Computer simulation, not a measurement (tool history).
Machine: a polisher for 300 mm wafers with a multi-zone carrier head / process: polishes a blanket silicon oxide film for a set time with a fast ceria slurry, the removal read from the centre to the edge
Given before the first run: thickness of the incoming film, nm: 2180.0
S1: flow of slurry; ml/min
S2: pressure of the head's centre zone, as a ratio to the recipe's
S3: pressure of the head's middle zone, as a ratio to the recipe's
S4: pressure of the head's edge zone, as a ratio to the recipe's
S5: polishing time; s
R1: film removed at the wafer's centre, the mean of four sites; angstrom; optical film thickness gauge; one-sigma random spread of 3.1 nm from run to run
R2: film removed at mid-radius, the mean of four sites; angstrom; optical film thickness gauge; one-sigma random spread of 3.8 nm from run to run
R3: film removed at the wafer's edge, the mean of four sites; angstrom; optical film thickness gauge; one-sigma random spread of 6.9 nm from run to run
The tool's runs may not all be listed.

run  hour   S1    S2    S3    S4  S5      R1      R2      R3
  1   0.0  220  1.00  1.00  1.00  39  7464.3  7474.7  7446.3
  2   3.6  180  1.00  1.00  1.00  39  7271.1  7241.9  7242.3
  3   6.2  175  0.97  1.01  0.95  35  6135.8  6572.1  6320.7
  4  14.2  150  0.97  1.01  0.95  35  6051.4  6411.0  6103.7
  5  23.2  130  0.97  1.01  0.95  35  5794.0  6176.9  5887.6
  6  31.4  130  0.97  1.01  0.95  45  7390.0  7950.1  7732.7
  7  38.7  135  0.96  1.01  0.91  40  6612.1  7135.0  6922.7
  8  45.0  135  0.96  1.03  0.92  36  5930.4  6480.6  6085.9
  9  47.5  135  0.96  1.04  0.91  33  5477.3  6105.3  5664.7

Run 10, settings as shown, results not yet in. Your forecast:
 10  55.9  135  0.96  1.05  0.90  31   ?   ?   ?

Run 10 gave R1 5085.5 angstrom, R2 5695.5 angstrom, R3 5131.8 angstrom.

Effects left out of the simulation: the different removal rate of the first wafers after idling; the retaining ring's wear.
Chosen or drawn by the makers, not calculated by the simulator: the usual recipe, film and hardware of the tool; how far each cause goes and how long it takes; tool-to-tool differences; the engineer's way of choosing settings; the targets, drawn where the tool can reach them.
